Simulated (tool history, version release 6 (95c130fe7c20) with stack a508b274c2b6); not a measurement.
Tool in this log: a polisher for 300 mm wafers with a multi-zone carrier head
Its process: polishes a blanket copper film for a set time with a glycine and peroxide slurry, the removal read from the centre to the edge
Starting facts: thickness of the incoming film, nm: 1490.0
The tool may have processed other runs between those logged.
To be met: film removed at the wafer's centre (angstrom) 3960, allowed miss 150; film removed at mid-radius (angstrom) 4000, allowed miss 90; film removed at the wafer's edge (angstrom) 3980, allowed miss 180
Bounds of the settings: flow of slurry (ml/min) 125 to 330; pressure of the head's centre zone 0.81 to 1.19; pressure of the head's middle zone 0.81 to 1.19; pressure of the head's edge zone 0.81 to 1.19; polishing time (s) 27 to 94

run  hour  flow of slurry (ml/min)  pressure of the head's centre zone  pressure of the head's middle zone  pressure of the head's edge zone  polishing time (s)  film removed at the wafer's centre (angstrom)  film removed at mid-radius (angstrom)  film removed at the wafer's edge (angstrom)
  1     0                      210                                   1                                   1                                 1                  60                                         3214.9                                 3200.4                                       3241.2
  2     1                      210                                   1                                   1                              1.07                  60                                         3191.1                                 3213.1                                       3285.8
  3   4.8                      210                                0.97                                   1                              1.07                  60                                         3053.9                                 3213.8                                       3326.1
  4   6.2                      215                                0.98                                   1                              1.08                  61                                         3235.3                                 3275.2                                       3412.5
  5  12.7                      270                                0.98                                   1                              1.08                  61                                         3279.9                                 3410.9                                       3504.2
  6  16.1                      270                                0.98                                   1                              1.13                  61                                         3372.7                                   3418                                       3656.9
  7  22.8                      275                                0.99                                1.01                              1.14                  61                                         3383.5                                 3412.4                                       3665.2
  8  29.9                      280                                   1                                1.02                              1.14                  61                                         3435.9                                 3459.6                                       3576.8
  9    33                      280                                   1                                1.02                              1.14                  62                                         3497.7                                 3531.2                                       3598.9
 10  37.6                      280                                   1                                1.02                              1.14                  63                                         3520.8                                 3561.1                                       3656.7
 11  42.1                      285                                   1                                1.02                              1.14                  64                                         3641.4                                 3635.6                                       3759.9
 12  49.5                      300                                   1                                1.04                              1.16                  66                                         3689.2                                 3852.9                                       3926.8
 13  50.4                      300                                   1                                1.04                              1.16                  66                                           3769                                 3839.2                                       3960.1

Exactly one of the 4 candidate moves below puts every result within its allowed miss. Which one?
  A  51.3                      305                                1.04                                0.96                              1.05                  70                                              ?                                      ?                                            ?
  B  51.3                      275                                1.01                                1.03                              1.07                  70                                              ?                                      ?                                            ?
  C  51.3                      315                                1.07                                0.95                              1.19                  65                                              ?                                      ?                                            ?
  D  51.3                      330                                0.94                                1.08                              1.11                  65                                              ?                                      ?                                            ?

move  film removed at the wafer's centre (angstrom)  film removed at mid-radius (angstrom)  film removed at the wafer's edge (angstrom)
   A                                         4175.7                                 3825.9                                       4061.5
   B                                         4015.7                                 4009.7                                       4057.4
   C                                         3991.5                                 3533.3                                       4031.6
   D                                         3587.4                                 3961.1                                       3897.5
A: the biggest miss grows against the last run
B: meets every target
C: the biggest miss grows against the last run
D: corrects the largest miss of the last run, while another result sits out of spec
B is the move that brings every result within its allowed miss.

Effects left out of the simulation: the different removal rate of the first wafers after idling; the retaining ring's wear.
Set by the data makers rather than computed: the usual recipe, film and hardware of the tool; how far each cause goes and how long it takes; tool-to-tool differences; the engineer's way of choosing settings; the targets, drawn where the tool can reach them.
